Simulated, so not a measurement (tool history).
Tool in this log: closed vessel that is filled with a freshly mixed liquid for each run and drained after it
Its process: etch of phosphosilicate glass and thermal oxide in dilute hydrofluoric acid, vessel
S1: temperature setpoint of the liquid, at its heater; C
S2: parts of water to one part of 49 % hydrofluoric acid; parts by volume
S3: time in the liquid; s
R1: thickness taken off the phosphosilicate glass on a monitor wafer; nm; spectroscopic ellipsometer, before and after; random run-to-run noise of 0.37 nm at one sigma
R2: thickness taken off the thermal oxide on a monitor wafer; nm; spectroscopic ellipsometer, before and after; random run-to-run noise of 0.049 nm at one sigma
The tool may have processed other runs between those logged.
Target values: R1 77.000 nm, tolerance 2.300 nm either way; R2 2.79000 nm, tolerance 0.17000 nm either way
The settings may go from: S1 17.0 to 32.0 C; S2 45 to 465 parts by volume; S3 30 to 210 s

| run | hour | S1 | S2 | S3 | R1 | R2 |
|---|---|---|---|---|---|---|
| 1 | 0.0 | 24.0 | 255 | 105 | 42.917 | 1.55550 |
| 2 | 4.6 | 25.0 | 250 | 105 | 45.300 | 1.61930 |
| 3 | 7.0 | 25.0 | 250 | 90 | 38.696 | 1.42550 |
| 4 | 15.4 | 28.0 | 250 | 90 | 43.184 | 1.52990 |
| 5 | 18.7 | 28.0 | 250 | 45 | 21.391 | 0.74368 |
| 6 | 22.3 | 28.0 | 230 | 45 | 23.757 | 0.87811 |
| 7 | 26.9 | 28.5 | 215 | 50 | 29.652 | 1.09210 |
| 8 | 35.5 | 28.5 | 215 | 50 | 29.118 | 1.07510 |
| 9 | 40.7 | 28.5 | 215 | 50 | 29.361 | 1.05820 |
| 10 | 45.9 | 29.0 | 200 | 50 | 32.342 | 1.17320 |
| 11 | 50.8 | 29.5 | 185 | 50 | 36.576 | 1.32770 |
| 12 | 59.0 | 30.0 | 175 | 50 | 40.156 | 1.44670 |
| 13 | 66.6 | 30.0 | 165 | 50 | 42.752 | 1.53100 |
| 14 | 68.0 | 30.0 | 155 | 50 | 46.473 | 1.67360 |
| 15 | 70.7 | 30.0 | 150 | 50 | 48.431 | 1.76280 |
| 16 | 73.7 | 30.0 | 145 | 50 | 50.494 | 1.75710 |
| 17 | 75.0 | 30.0 | 140 | 50 | 52.176 | 1.88050 |
| 18 | 78.2 | 30.0 | 135 | 50 | 54.583 | 1.96880 |
| 19 | 78.8 | 30.0 | 130 | 50 | 57.231 | 2.02840 |
| 20 | 82.0 | 30.0 | 125 | 50 | 59.802 | 2.17120 |
| 21 | 88.7 | 30.0 | 120 | 50 | 62.569 | 2.27070 |
| 22 | 89.6 | 30.0 | 115 | 50 | 65.224 | 2.37530 |
| 23 | 92.3 | 30.5 | 105 | 50 | 74.357 | 2.71610 |

Which one of the following 4 next-run settings gets every result inside its allowed miss? There is exactly one.
| A | 95.0 | 32.0 | 190 | 100 | ? | ? |
| B | 95.0 | 27.5 | 105 | 55 | ? | ? |
| C | 95.0 | 32.0 | 200 | 100 | ? | ? |
| D | 95.0 | 32.0 | 160 | 75 | ? | ? |

| move | R1 | R2 |
|---|---|---|
| A | 76.851 | 2.84430 |
| B | 72.658 | 2.68910 |
| C | 72.074 | 2.66750 |
| D | 71.217 | 2.63580 |
A: hits every target within its allowed miss
B: the biggest miss grows against the last run
C: the biggest miss grows against the last run
D: the biggest miss grows against the last run
A meets every target.
